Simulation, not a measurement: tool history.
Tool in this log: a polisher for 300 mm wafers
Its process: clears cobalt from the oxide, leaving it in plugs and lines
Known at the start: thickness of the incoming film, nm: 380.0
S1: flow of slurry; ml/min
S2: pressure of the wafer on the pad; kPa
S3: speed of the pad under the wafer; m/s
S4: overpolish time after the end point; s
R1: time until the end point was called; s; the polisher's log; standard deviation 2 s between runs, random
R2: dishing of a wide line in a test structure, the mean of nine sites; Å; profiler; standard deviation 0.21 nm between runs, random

run	hour	S1	S2	S3	S4	R1	R2
1	0.0	120	12.4	1.06	19	84.052	325.67
2	6.1	120	12.4	1.06	16	83.612	314.06
3	14.6	110	10.3	1.04	13	103.530	272.99
4	23.1	130	10.3	1.04	13	96.856	283.86
5	24.0	110	9.0	1.10	11	103.870	244.54
6	30.0	100	8.3	1.08	11	115.140	228.38

Estimate the outcome of run 7 from the log above:
7	31.4	95	7.6	1.06	12	?	?

R1: 129.150 s
R2: 232.18 Å
